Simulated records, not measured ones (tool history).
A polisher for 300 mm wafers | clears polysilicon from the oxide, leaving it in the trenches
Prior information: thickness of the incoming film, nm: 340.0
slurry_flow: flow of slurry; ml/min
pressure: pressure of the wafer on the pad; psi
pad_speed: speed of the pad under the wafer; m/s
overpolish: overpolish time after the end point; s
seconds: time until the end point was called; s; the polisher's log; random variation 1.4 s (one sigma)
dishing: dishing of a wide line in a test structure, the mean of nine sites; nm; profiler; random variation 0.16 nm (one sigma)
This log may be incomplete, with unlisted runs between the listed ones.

| run | day | slurry_flow | pressure | pad_speed | overpolish | seconds | dishing |
|---|---|---|---|---|---|---|---|
| 1 | 0 | 140 | 2.1 | 0.76 | 11 | 40.898 | 49.854 |
| 2 | 0.204 | 140 | 1.8 | 0.76 | 11 | 46.778 | 46.132 |
| 3 | 0.229 | 140 | 1.6 | 0.66 | 9 | 60.216 | 36.467 |
| 4 | 0.583 | 140 | 1.4 | 0.66 | 9 | 67.202 | 33.61 |
| 5 | 0.771 | 140 | 1.4 | 0.66 | 4 | 64.442 | 17.823 |
| 6 | 0.862 | 140 | 1.4 | 0.66 | 3 | 64.836 | 13.944 |
| 7 | 0.962 | 140 | 1.3 | 0.64 | 3 | 69.761 | 13.043 |
| 8 | 1.1 | 135 | 1.3 | 0.62 | 3 | 72.767 | 12.432 |
| 9 | 1.404 | 140 | 1.2 | 0.62 | 3 | 77.445 | 11.736 |
| 10 | 1.775 | 135 | 1.2 | 0.6 | 3 | 83.844 | 11.512 |
| 11 | 1.829 | 130 | 1.4 | 0.58 | 9 | 74.23 | 30.326 |
| 12 | 1.996 | 125 | 1.4 | 0.58 | 8 | 76.595 | 28.109 |
| 13 | 2.088 | 140 | 1.3 | 0.58 | 7 | 78.66 | 24.278 |
| 14 | 2.308 | 130 | 1.2 | 0.62 | 7 | 79.981 | 24.124 |
| 15 | 2.608 | 140 | 1.3 | 0.56 | 7 | 79.308 | 23.598 |
| 16 | 2.692 | 180 | 1.2 | 0.36 | 3 | 124.52 | 7.6334 |
| 17 | 2.867 | 160 | 1.4 | 0.36 | 3 | 112.12 | 8.364 |
| 18 | 3.096 | 145 | 1.5 | 0.38 | 3 | 101.65 | 9.1275 |
| 19 | 3.288 | 135 | 1.5 | 0.4 | 3 | 102.16 | 9.4146 |
| 20 | 3.642 | 130 | 1.5 | 0.42 | 3 | 94.729 | 9.8569 |
| 21 | 3.688 | 125 | 1.5 | 0.46 | 3 | 88.361 | 10.496 |
| 22 | 3.821 | 120 | 1.4 | 0.48 | 3 | 92.208 | 10.252 |
| 23 | 4.079 | 120 | 1.4 | 0.5 | 3 | 89.72 | 10.496 |
| 24 | 4.279 | 120 | 1.4 | 0.52 | 3 | 86.255 | 10.829 |
| 25 | 4.304 | 120 | 1.3 | 0.54 | 3 | 86.038 | 10.732 |
| 26 | 4.658 | 125 | 1.3 | 0.56 | 3 | 83.866 | 11.243 |

What will run 27 give?
| 27 | 4.992 | 145 | 1.3 | 0.6 | 9 | ? | ? |

{"run 27": {"seconds": 75.513, "dishing": 30.276}}

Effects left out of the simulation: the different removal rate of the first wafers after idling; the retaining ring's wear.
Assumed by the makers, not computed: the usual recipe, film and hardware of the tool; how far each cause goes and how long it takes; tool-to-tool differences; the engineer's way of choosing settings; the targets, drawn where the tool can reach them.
